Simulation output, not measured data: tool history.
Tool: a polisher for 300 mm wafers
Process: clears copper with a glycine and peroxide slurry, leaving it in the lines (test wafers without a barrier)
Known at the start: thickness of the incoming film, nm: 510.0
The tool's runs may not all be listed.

run  hour  flow of slurry (ml/min)  pressure of the wafer on the pad (psi)  speed of the pad under the wafer (cm/s)  overpolish time after the end point (s)  time until the end point was called (s)  dishing of a wide line in a test structure (angstrom)
  1   0.0                      140                                     2.5                                      126                                       19                                  100.760                                                 557.29
  2   8.1                      140                                     2.5                                      126                                       17                                   99.537                                                 497.62
  3  14.3                      140                                     2.5                                      126                                       16                                   98.649                                                 461.78
  4  22.2                      140                                     2.2                                      126                                       16                                  110.540                                                 449.73
  5  29.0                      175                                     2.2                                      126                                       16                                  106.730                                                 454.28
  6  37.2                      175                                     2.2                                      126                                       15                                  101.920                                                 432.51
  7  44.5                      175                                     2.2                                      126                                       14                                  106.170                                                 421.74

Run 8 comes next. What will it give?
  8  51.0                      175                                     2.2                                      126                                       13                                        ?                                                      ?

Run 8 gave time until the end point was called (s) 105.210, dishing of a wide line in a test structure (angstrom) 390.06.
